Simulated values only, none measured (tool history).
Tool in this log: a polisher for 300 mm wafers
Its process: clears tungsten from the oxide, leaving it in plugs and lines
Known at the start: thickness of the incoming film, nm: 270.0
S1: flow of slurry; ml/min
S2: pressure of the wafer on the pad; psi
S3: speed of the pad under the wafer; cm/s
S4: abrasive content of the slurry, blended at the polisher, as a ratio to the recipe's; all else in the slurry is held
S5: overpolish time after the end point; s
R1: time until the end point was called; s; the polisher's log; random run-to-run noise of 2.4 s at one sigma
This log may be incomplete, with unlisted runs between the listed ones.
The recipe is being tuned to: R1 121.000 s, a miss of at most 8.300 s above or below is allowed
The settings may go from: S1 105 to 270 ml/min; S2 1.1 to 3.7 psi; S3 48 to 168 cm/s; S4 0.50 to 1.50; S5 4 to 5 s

run 1 hour=0.0 | S1=175 S2=2.4 S3=108 S4=1.00 S5=5 | R1=86.729
run 2 hour=2.6 | S1=175 S2=2.4 S3=108 S4=1.00 S5=5 | R1=88.152
run 3 hour=8.0 | S1=175 S2=3.0 S3=108 S4=1.00 S5=5 | R1=74.236
run 4 hour=14.0 | S1=175 S2=2.8 S3=106 S4=1.00 S5=5 | R1=80.872
run 5 hour=21.0 | S1=175 S2=2.7 S3=104 S4=1.00 S5=5 | R1=86.786
run 6 hour=26.9 | S1=175 S2=2.7 S3=104 S4=1.15 S5=5 | R1=81.658
run 7 hour=30.7 | S1=175 S2=2.6 S3=102 S4=1.15 S5=5 | R1=86.663
-- hour=36.8 worn pad replaced by a new one
run 8 hour=36.8 | S1=175 S2=2.6 S3=102 S4=1.15 S5=5 | R1=78.803
run 9 hour=41.5 | S1=175 S2=2.0 S3=94 S4=1.15 S5=5 | R1=104.480

Consider the 4 candidate settings below. Which is the only one whose results all fall within their allowed miss of target?
run A hour=46.2 | S1=165 S2=2.1 S3=88 S4=1.05 S5=4 | R1=?
run B hour=46.2 | S1=220 S2=1.8 S3=84 S4=1.15 S5=4 | R1=?
run C hour=46.2 | S1=175 S2=2.5 S3=110 S4=1.20 S5=5 | R1=?
run D hour=46.2 | S1=170 S2=1.6 S3=88 S4=0.90 S5=4 | R1=?

move=A R1=104.930
move=B R1=116.960
move=C R1=71.962
move=D R1=134.740
A: neither nearer nor further off than the last run
B: hits every target within its allowed miss
C: lands further from the targets than the last run did
D: moves the result that the last run missed by most past its target, out the other side
The right move is B.
